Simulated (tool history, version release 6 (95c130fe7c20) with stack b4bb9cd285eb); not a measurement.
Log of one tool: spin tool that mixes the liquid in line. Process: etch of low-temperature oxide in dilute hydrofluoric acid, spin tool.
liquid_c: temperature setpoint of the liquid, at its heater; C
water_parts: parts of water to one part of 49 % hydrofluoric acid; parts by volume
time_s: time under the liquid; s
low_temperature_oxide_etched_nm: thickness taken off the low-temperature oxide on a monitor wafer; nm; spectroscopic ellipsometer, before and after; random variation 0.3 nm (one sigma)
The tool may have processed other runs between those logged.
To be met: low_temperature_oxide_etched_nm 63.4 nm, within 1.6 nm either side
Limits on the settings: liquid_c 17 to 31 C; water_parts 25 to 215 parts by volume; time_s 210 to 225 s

| run | day | liquid_c | water_parts | time_s | low_temperature_oxide_etched_nm |
|---|---|---|---|---|---|
| 1 | 0 | 23 | 120 | 210 | 47.65 |
| 2 | 0.312 | 24 | 120 | 210 | 49.565 |
| 3 | 0.525 | 24 | 90 | 210 | 68.683 |
| 4 | 0.621 | 24 | 60 | 210 | 106.8 |
| 5 | 0.883 | 24 | 35 | 210 | 191.23 |
| 6 | 0.958 | 23 | 45 | 210 | 139.56 |
| 7 | 1.183 | 22 | 50 | 210 | 119.98 |
| 8 | 1.225 | 22 | 50 | 210 | 119.83 |
| 9 | 1.321 | 21.5 | 55 | 210 | 105.42 |
| 10 | 1.479 | 17.5 | 85 | 210 | 56.04 |
| 11 | 1.617 | 18 | 85 | 210 | 57.221 |
| 12 | 1.779 | 18.5 | 85 | 210 | 58.479 |
| 13 | 1.933 | 19.5 | 85 | 210 | 60.939 |

Pick the move, out of 4, that brings all results within their allowed miss; only one does.
| A | 2.088 | 19 | 85 | 210 | ? |
| B | 2.088 | 18 | 90 | 225 | ? |
| C | 2.088 | 22 | 90 | 210 | ? |
| D | 2.088 | 17 | 80 | 210 | ? |

| move | low_temperature_oxide_etched_nm |
|---|---|
| A | 59.446 |
| B | 57.366 |
| C | 63.17 |
| D | 58.36 |
A: moves away from the targets compared with the last run
B: moves away from the targets compared with the last run
C: all results land within tolerance of their targets
D: moves away from the targets compared with the last run
So the answer is move C, the one that meets all the targets.
